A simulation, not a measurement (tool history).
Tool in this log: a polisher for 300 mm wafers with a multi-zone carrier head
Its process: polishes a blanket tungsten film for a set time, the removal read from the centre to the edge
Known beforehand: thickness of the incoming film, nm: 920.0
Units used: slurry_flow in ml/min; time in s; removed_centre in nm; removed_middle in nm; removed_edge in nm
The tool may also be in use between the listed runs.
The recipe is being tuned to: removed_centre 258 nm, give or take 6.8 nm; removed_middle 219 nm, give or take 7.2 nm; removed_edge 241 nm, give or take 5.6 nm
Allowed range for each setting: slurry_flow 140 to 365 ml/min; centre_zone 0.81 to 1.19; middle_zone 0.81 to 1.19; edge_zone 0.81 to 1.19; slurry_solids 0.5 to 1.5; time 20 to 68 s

run 1 hour=0 | slurry_flow=235 centre_zone=1 middle_zone=1 edge_zone=1 slurry_solids=1 time=44 | removed_centre=279.68 removed_middle=269.52 removed_edge=277.62
run 2 hour=2 | slurry_flow=200 centre_zone=1 middle_zone=1 edge_zone=1 slurry_solids=1 time=44 | removed_centre=275.24 removed_middle=268.46 removed_edge=277.63
run 3 hour=7.5 | slurry_flow=200 centre_zone=1 middle_zone=1 edge_zone=1 slurry_solids=0.8 time=44 | removed_centre=258.37 removed_middle=256.21 removed_edge=261.42
run 4 hour=9 | slurry_flow=200 centre_zone=1.06 middle_zone=1 edge_zone=1 slurry_solids=0.8 time=44 | removed_centre=271.34 removed_middle=256.47 removed_edge=258.94
run 5 hour=16.5 | slurry_flow=200 centre_zone=1.14 middle_zone=1 edge_zone=1 slurry_solids=0.8 time=44 | removed_centre=292.61 removed_middle=247.57 removed_edge=258.7
run 6 hour=23 | slurry_flow=200 centre_zone=1.14 middle_zone=0.96 edge_zone=1 slurry_solids=0.8 time=44 | removed_centre=294.08 removed_middle=248.72 removed_edge=263.86
run 7 hour=24.5 | slurry_flow=195 centre_zone=1.14 middle_zone=0.95 edge_zone=1 slurry_solids=0.75 time=44 | removed_centre=286.89 removed_middle=235.32 removed_edge=257.25
run 8 hour=32.4 | slurry_flow=190 centre_zone=1.13 middle_zone=0.94 edge_zone=0.99 slurry_solids=0.75 time=44 | removed_centre=282.97 removed_middle=234.57 removed_edge=254.32
run 9 hour=41.4 | slurry_flow=190 centre_zone=1.13 middle_zone=0.94 edge_zone=0.99 slurry_solids=0.75 time=44 | removed_centre=285.01 removed_middle=234.95 removed_edge=250.32
run 10 hour=48.9 | slurry_flow=185 centre_zone=1.12 middle_zone=0.93 edge_zone=0.99 slurry_solids=0.75 time=44 | removed_centre=282.51 removed_middle=231.15 removed_edge=253.3
run 11 hour=50.6 | slurry_flow=180 centre_zone=1.11 middle_zone=0.93 edge_zone=0.99 slurry_solids=0.75 time=44 | removed_centre=278.96 removed_middle=226.97 removed_edge=250.17
run 12 hour=53.5 | slurry_flow=175 centre_zone=1.1 middle_zone=0.93 edge_zone=0.99 slurry_solids=0.75 time=44 | removed_centre=275.74 removed_middle=227.66 removed_edge=252.41
run 13 hour=58.5 | slurry_flow=175 centre_zone=1.09 middle_zone=0.93 edge_zone=0.99 slurry_solids=0.75 time=44 | removed_centre=273.32 removed_middle=228.65 removed_edge=251.02
run 14 hour=66.6 | slurry_flow=170 centre_zone=1.08 middle_zone=0.93 edge_zone=0.99 slurry_solids=0.75 time=44 | removed_centre=268.41 removed_middle=228.21 removed_edge=248.08
run 15 hour=71 | slurry_flow=170 centre_zone=1.08 middle_zone=0.93 edge_zone=0.99 slurry_solids=0.75 time=44 | removed_centre=270.52 removed_middle=230.5 removed_edge=248.69
run 16 hour=74.6 | slurry_flow=160 centre_zone=1.06 middle_zone=0.91 edge_zone=0.98 slurry_solids=0.75 time=44 | removed_centre=266.29 removed_middle=222.66 removed_edge=252.33
run 17 hour=77.2 | slurry_flow=160 centre_zone=1.06 middle_zone=0.91 edge_zone=0.98 slurry_solids=0.75 time=44 | removed_centre=262.3 removed_middle=224.75 removed_edge=251.31
run 18 hour=77.9 | slurry_flow=160 centre_zone=1.06 middle_zone=0.91 edge_zone=0.97 slurry_solids=0.75 time=44 | removed_centre=259.82 removed_middle=224.79 removed_edge=249.2

Of the 5 settings listed for the next run, only one would bring every result within its allowed miss of target. Which one?
run A hour=78.6 | slurry_flow=150 centre_zone=1.08 middle_zone=0.96 edge_zone=0.93 slurry_solids=0.75 time=44 | removed_centre=? removed_middle=? removed_edge=?
run B hour=78.6 | slurry_flow=175 centre_zone=1.04 middle_zone=0.99 edge_zone=1.03 slurry_solids=0.55 time=48 | removed_centre=? removed_middle=? removed_edge=?
run C hour=78.6 | slurry_flow=175 centre_zone=1.05 middle_zone=0.9 edge_zone=0.94 slurry_solids=0.85 time=42 | removed_centre=? removed_middle=? removed_edge=?
run D hour=78.6 | slurry_flow=160 centre_zone=1.1 middle_zone=0.99 edge_zone=0.94 slurry_solids=0.9 time=39 | removed_centre=? removed_middle=? removed_edge=?
run E hour=78.6 | slurry_flow=140 centre_zone=1 middle_zone=0.83 edge_zone=0.98 slurry_solids=0.8 time=45 | removed_centre=? removed_middle=? removed_edge=?

move=A removed_centre=267.36 removed_middle=233.06 removed_edge=242.49
move=B removed_centre=259.25 removed_middle=240.19 removed_edge=254.56
move=C removed_centre=261.04 removed_middle=222.16 removed_edge=243.79
move=D removed_centre=256.23 removed_middle=224.52 removed_edge=228.62
move=E removed_centre=255.97 removed_middle=215.44 removed_edge=258.16
A: brings the last run's worst result on target, with another outside its allowed miss
B: further off than the last run
C: all results land within tolerance of their targets
D: pushes the last run's worst result past its target
E: further off than the last run
Correct choice: C, which meets every target

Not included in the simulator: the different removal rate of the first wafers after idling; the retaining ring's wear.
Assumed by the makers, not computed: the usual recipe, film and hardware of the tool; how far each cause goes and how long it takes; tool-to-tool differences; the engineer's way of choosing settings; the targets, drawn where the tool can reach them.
